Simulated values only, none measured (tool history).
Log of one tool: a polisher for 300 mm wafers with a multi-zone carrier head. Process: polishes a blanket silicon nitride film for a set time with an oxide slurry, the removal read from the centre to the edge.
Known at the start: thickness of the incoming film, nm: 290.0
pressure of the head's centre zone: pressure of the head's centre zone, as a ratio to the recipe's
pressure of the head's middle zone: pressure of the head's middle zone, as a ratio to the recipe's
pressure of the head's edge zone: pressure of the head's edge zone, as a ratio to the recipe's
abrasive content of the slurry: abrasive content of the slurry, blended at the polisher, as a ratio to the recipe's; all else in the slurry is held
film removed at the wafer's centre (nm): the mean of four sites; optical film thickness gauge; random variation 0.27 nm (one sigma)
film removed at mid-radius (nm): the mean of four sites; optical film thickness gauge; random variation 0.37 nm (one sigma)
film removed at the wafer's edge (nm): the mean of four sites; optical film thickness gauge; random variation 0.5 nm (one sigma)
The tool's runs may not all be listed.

run	hour	flow of slurry (ml/min)	pressure of the head's centre zone	pressure of the head's middle zone	pressure of the head's edge zone	abrasive content of the slurry	polishing time (s)	film removed at the wafer's centre (nm)	film removed at mid-radius (nm)	film removed at the wafer's edge (nm)
1	0.0	245	1.00	1.00	1.00	1.00	75	41.632	41.350	42.306
2	6.4	240	0.97	0.96	1.00	0.90	75	38.601	38.749	40.339
3	12.5	240	0.90	0.96	1.00	0.90	75	36.968	38.027	40.214
4	17.7	235	0.88	0.93	1.01	0.80	74	34.244	34.340	37.776
5	26.7	235	0.88	0.93	1.01	0.80	81	37.368	37.744	40.708
6	32.9	225	0.86	0.92	1.03	0.75	79	34.368	34.887	39.385
7	35.4	205	0.81	0.85	0.96	0.50	76	24.477	24.550	27.875
8	42.9	225	0.82	0.86	0.99	0.50	75	24.725	24.300	28.238
9	49.9	225	0.83	0.88	1.02	0.50	74	24.598	24.632	28.415
10	54.0	225	0.85	0.89	1.05	0.50	74	24.935	24.977	29.165
11	61.5	230	0.87	0.90	1.07	0.50	74	24.788	25.852	29.540

Run 12 comes next. What will it give?
12	62.4	250	0.95	0.85	1.14	0.70	75	?	?	?

Run 12 gave film removed at the wafer's centre (nm) 33.739, film removed at mid-radius (nm) 31.190, film removed at the wafer's edge (nm) 37.520.
